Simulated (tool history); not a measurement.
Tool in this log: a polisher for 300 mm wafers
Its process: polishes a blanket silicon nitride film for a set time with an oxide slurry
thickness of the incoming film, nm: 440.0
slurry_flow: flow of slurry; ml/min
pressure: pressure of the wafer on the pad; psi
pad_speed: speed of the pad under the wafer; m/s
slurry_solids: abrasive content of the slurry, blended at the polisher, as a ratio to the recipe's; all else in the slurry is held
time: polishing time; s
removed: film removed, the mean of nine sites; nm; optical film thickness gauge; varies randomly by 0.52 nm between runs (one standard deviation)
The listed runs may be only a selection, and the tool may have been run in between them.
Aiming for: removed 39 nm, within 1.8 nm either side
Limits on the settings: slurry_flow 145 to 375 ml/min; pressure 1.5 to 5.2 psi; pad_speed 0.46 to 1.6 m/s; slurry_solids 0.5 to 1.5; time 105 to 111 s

run 1 hour=0 | slurry_flow=240 pressure=3.3 pad_speed=1.02 slurry_solids=1 time=105 | removed=54.392
run 2 hour=3 | slurry_flow=240 pressure=3 pad_speed=1.02 slurry_solids=1 time=105 | removed=47.757
run 3 hour=5.3 | slurry_flow=260 pressure=3 pad_speed=1.02 slurry_solids=1 time=105 | removed=50.001
run 4 hour=8.3 | slurry_flow=245 pressure=2.8 pad_speed=1.02 slurry_solids=1 time=105 | removed=45.384
run 5 hour=16.2 | slurry_flow=245 pressure=2.5 pad_speed=1.02 slurry_solids=1 time=105 | removed=41.162
run 6 hour=22.6 | slurry_flow=245 pressure=2.5 pad_speed=1.24 slurry_solids=1 time=105 | removed=49.669
run 7 hour=25.2 | slurry_flow=240 pressure=2.3 pad_speed=1.24 slurry_solids=1 time=105 | removed=44.867
run 8 hour=30.8 | slurry_flow=230 pressure=2.2 pad_speed=1.24 slurry_solids=1 time=105 | removed=44.145
run 9 hour=39.6 | slurry_flow=230 pressure=2.2 pad_speed=1.24 slurry_solids=1 time=105 | removed=44.751
run 10 hour=42.5 | slurry_flow=230 pressure=2.1 pad_speed=1.24 slurry_solids=1 time=105 | removed=41.83
run 11 hour=51.4 | slurry_flow=225 pressure=2.1 pad_speed=1.24 slurry_solids=1 time=105 | removed=41.842
run 12 hour=59.8 | slurry_flow=225 pressure=1.8 pad_speed=1.24 slurry_solids=1 time=105 | removed=36.524

Of the 4 settings listed for the next run, only one would bring every result within its allowed miss of target. Which one?
run A hour=68.2 | slurry_flow=200 pressure=1.6 pad_speed=1.44 slurry_solids=1.2 time=111 | removed=?
run B hour=68.2 | slurry_flow=200 pressure=1.8 pad_speed=1.24 slurry_solids=1 time=111 | removed=?
run C hour=68.2 | slurry_flow=265 pressure=1.7 pad_speed=1.16 slurry_solids=1 time=105 | removed=?
run D hour=68.2 | slurry_flow=165 pressure=1.8 pad_speed=1.5 slurry_solids=1.05 time=109 | removed=?

move=A removed=42.332
move=B removed=38.163
move=C removed=33.871
move=D removed=43.183
A: takes the biggest miss from the last run beyond its target
B: every result lands within tolerance
C: moves away from the targets compared with the last run
D: takes the biggest miss from the last run beyond its target
Correct choice: B, which meets every target
